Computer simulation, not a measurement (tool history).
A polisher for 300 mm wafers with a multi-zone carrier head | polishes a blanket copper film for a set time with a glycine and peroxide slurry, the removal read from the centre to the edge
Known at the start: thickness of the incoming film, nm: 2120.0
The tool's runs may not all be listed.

run  hour  flow of slurry (ml/min)  pressure of the head's centre zone  pressure of the head's middle zone  pressure of the head's edge zone  polishing time (s)  film removed at the wafer's centre (angstrom)  film removed at mid-radius (angstrom)  film removed at the wafer's edge (angstrom)
  1   0.0                      290                                1.00                                1.00                              1.00                  75                                         4607.1                                 4678.1                                       4681.4
  2   8.3                      290                                1.00                                1.08                              1.00                  75                                         4662.1                                 5012.5                                       4624.9
  3  11.7                      290                                1.00                                1.11                              1.00                  75                                         4619.1                                 5072.8                                       4712.0
  4  16.5                      290                                1.00                                1.11                              1.00                  65                                         3976.6                                 4519.8                                       4091.3
  5  24.1                      295                                1.02                                1.09                              1.02                  70                                         4463.6                                 4715.2                                       4489.7
  6  26.3                      295                                1.02                                1.09                              1.07                  70                                         4469.8                                 4762.0                                       4516.0

The next listed run, before its measurement:
  7  30.5                      315                                1.12                                0.99                              1.13                  91                                              ?                                      ?                                            ?

film removed at the wafer's centre (angstrom): 6480.5
film removed at mid-radius (angstrom): 5727.5
film removed at the wafer's edge (angstrom): 6095.5
